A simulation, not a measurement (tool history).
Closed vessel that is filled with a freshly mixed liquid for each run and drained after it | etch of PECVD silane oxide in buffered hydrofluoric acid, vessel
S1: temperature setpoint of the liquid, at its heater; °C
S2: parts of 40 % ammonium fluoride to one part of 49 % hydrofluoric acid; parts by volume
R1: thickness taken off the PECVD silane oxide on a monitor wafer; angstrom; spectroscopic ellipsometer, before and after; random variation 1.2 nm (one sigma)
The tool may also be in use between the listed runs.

{"run": 1, "hour": 0.0, "S1": 21, "S2": 11.5, "time in the liquid (s)": 95, "R1": 1834.8}
{"run": 2, "hour": 2.9, "S1": 20, "S2": 12, "time in the liquid (s)": 95, "R1": 1643.4}
{"run": 3, "hour": 4.3, "S1": 19.5, "S2": 12.5, "time in the liquid (s)": 95, "R1": 1537.8}
{"run": 4, "hour": 7.7, "S1": 19, "S2": 13, "time in the liquid (s)": 95, "R1": 1424}
{"run": 5, "hour": 9.4, "S1": 18.5, "S2": 13, "time in the liquid (s)": 95, "R1": 1378.1}
{"run": 6, "hour": 16.8, "S1": 18.5, "S2": 10, "time in the liquid (s)": 95, "R1": 1803.9}
{"run": 7, "hour": 23.9, "S1": 18, "S2": 11, "time in the liquid (s)": 95, "R1": 1588.5}

The next listed run, before its measurement:
{"run": 8, "hour": 31.1, "S1": 18, "S2": 11.5, "time in the liquid (s)": 95, "R1": "?"}

Run 8 gave R1 1514.3 angstrom.
